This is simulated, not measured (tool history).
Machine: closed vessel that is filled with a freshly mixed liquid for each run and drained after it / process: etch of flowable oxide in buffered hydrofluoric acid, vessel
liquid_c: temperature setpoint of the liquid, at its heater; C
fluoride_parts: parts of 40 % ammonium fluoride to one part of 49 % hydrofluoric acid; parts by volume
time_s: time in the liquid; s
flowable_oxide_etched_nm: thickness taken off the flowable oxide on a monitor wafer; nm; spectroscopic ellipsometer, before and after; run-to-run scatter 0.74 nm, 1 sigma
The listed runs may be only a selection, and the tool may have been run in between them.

run  hour  liquid_c  fluoride_parts  time_s  flowable_oxide_etched_nm
  1     0        21              21     100                    86.999
  2   6.1      21.5              21     100                    89.833
  3   9.1        22              21     100                    92.141
  4  15.2        22            16.5     100                    115.87
  5  18.1      21.5            16.5     100                    110.63
  6  24.1      21.5            16.5     100                    113.44
  7  31.7        21            16.5     100                     109.9

What does the tool deliver on the next run?
  8    36      20.5            16.5     100                         ?

Run 8 produced flowable_oxide_etched_nm 106.41 nm.
